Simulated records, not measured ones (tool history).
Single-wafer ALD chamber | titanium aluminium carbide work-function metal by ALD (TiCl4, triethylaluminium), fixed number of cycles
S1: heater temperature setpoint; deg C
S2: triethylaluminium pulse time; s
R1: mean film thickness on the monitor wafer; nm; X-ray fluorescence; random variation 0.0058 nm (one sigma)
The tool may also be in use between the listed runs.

{"run": 1, "day": 0.0, "S1": 290, "S2": 10.41, "R1": 1.9171}
{"run": 2, "day": 0.133, "S1": 286, "S2": 10.22, "R1": 1.8685}
{"run": 3, "day": 0.408, "S1": 284, "S2": 10.12, "R1": 1.8676}
{"run": 4, "day": 0.662, "S1": 281, "S2": 9.91, "R1": 1.8283}
{"run": 5, "day": 0.896, "S1": 281, "S2": 11.46, "R1": 1.836}
{"run": 6, "day": 1.229, "S1": 281, "S2": 12.93, "R1": 1.8556}
{"run": 7, "day": 1.512, "S1": 279, "S2": 12.79, "R1": 1.8273}

Forecast run 8:
{"run": 8, "day": 1.742, "S1": 277, "S2": 12.71, "R1": "?"}

Run 8 gave R1 1.8203 nm.

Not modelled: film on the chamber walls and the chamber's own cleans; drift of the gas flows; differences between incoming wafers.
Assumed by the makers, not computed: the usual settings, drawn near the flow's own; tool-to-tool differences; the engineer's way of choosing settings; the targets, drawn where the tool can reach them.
